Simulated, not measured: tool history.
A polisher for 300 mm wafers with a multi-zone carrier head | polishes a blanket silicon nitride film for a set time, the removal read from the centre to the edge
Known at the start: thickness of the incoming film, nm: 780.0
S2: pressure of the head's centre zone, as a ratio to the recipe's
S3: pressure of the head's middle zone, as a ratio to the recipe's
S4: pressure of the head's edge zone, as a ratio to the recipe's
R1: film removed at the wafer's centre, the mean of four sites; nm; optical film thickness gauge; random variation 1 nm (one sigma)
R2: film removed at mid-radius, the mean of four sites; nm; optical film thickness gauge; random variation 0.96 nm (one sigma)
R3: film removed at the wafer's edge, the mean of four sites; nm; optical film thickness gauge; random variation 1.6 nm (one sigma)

Run 1, hour 0: flow of slurry (ml/min) 320, S2 1, S3 1, S4 1, polishing time (s) 83. Result: R1 195.83 nm, R2 186.57 nm, R3 185.24 nm.
Run 2, hour 3.6: flow of slurry (ml/min) 315, S2 0.97, S3 0.98, S4 0.99, polishing time (s) 75. Result: R1 168.67 nm, R2 165.67 nm, R3 167.21 nm.
Run 3, hour 4.3: flow of slurry (ml/min) 315, S2 1.04, S3 0.98, S4 0.99, polishing time (s) 75. Result: R1 179.28 nm, R2 164.67 nm, R3 168.48 nm.
Run 4, hour 8.2: flow of slurry (ml/min) 310, S2 1.01, S3 0.96, S4 0.97, polishing time (s) 69. Result: R1 159.8 nm, R2 149.71 nm, R3 151.29 nm.
Run 5, hour 10: flow of slurry (ml/min) 310, S2 1.06, S3 0.96, S4 0.97, polishing time (s) 69. Result: R1 167.38 nm, R2 147.84 nm, R3 153.41 nm.
Run 6, hour 14.1: flow of slurry (ml/min) 365, S2 1.06, S3 0.96, S4 0.97, polishing time (s) 69. Result: R1 172.11 nm, R2 153.24 nm, R3 155.36 nm.
Run 7, hour 22.3: flow of slurry (ml/min) 350, S2 1.02, S3 0.94, S4 0.96, polishing time (s) 65. Result: R1 154.96 nm, R2 137.11 nm, R3 146.19 nm.
Run 8, hour 24.7: flow of slurry (ml/min) 340, S2 0.98, S3 0.94, S4 0.94, polishing time (s) 62. Result: R1 142.16 nm, R2 134.86 nm, R3 133.99 nm.

The next listed run, before its measurement:
Run 9, hour 27.1: flow of slurry (ml/min) 330, S2 0.95, S3 0.92, S4 0.94, polishing time (s) 59. Result: R1 ?, R2 ?, R3 ?.

{"run 9": {"R1": 129.89, "R2": 124.28, "R3": 125.5}}

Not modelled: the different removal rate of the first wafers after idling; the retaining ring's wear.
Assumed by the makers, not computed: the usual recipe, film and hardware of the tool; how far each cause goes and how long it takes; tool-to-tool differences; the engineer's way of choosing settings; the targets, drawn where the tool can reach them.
